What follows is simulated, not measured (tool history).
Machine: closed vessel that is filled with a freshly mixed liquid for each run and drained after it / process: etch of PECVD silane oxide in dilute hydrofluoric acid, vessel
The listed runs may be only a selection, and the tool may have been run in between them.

| run | hour | temperature setpoint of the liquid (°C) | parts of water to one part of 49 % hydrofluoric acid (parts by volume) | time in the liquid (s) | thickness taken off the PECVD silane oxide on a monitor wafer (nm) |
|---|---|---|---|---|---|
| 1 | 0.0 | 21.0 | 120 | 30 | 4.8537 |
| 2 | 6.8 | 21.0 | 85 | 30 | 7.1973 |
| 3 | 9.5 | 23.5 | 80 | 30 | 8.4940 |
| 4 | 15.6 | 25.5 | 75 | 30 | 9.8978 |
| 5 | 16.7 | 25.5 | 110 | 30 | 6.4698 |
| 6 | 23.3 | 25.5 | 150 | 30 | 4.4892 |
| 7 | 29.4 | 26.5 | 125 | 30 | 5.7777 |
| 8 | 35.0 | 27.5 | 105 | 30 | 7.4000 |
| 9 | 39.6 | 28.0 | 90 | 30 | 8.9377 |
| 10 | 42.8 | 28.5 | 80 | 30 | 10.4130 |
| 11 | 44.1 | 28.5 | 75 | 30 | 11.1480 |

Run 12 comes next. What will it give?
| 12 | 44.6 | 29.0 | 70 | 30 | ? |

{"run 12": {"thickness taken off the PECVD silane oxide on a monitor wafer (nm)": 12.292}}
